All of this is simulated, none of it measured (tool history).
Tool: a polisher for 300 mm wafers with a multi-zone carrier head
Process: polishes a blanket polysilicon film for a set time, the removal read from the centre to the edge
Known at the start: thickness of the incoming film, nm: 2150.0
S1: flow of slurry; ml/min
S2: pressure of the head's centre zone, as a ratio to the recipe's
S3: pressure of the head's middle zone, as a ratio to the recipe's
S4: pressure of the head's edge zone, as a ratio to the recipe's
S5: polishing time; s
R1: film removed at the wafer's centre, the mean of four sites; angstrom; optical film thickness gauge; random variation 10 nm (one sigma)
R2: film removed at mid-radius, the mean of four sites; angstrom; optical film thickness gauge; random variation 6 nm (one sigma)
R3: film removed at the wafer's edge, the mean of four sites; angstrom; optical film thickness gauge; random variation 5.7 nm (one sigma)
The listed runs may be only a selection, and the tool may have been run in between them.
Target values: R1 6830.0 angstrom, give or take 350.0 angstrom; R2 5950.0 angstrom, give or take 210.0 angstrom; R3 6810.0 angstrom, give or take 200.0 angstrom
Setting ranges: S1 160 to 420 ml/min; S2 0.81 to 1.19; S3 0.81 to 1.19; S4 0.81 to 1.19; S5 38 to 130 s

run	hour	S1	S2	S3	S4	S5	R1	R2	R3
1	0.0	270	1.00	1.00	1.00	84	7265.6	6807.2	6893.1
2	4.5	270	1.00	0.92	1.00	84	7101.9	6322.5	6848.0
3	10.6	270	1.00	0.92	1.00	74	6226.4	5605.0	6083.6
4	15.9	270	1.00	0.92	0.96	74	6051.7	5489.2	5961.1
5	17.8	275	0.99	0.91	1.01	75	6283.7	5676.1	6171.2
6	21.8	275	0.99	0.89	1.05	76	6258.5	5679.1	6440.6
7	29.2	285	1.00	0.89	1.07	76	6343.2	5692.9	6445.4
8	31.2	285	1.00	0.89	1.07	76	6329.0	5628.0	6503.9

4 candidate next runs follow, results not yet known. Just one meets every target within its allowed miss. Identify it.
A	33.2	275	0.81	0.85	1.19	81	?	?	?
B	33.2	330	0.98	0.84	1.00	82	?	?	?
C	33.2	285	1.01	0.99	1.05	69	?	?	?
D	33.2	320	1.14	1.05	1.17	74	?	?	?

move	R1	R2	R3
A	5678.4	5701.2	7257.5
B	6840.4	5826.5	6898.3
C	5808.4	5501.8	5848.8
D	6983.5	6260.7	6643.3
A: misses by more than the last run did
B: meets every target
C: misses by more than the last run did
D: takes the biggest miss from the last run beyond its target
The move that meets every target is B.
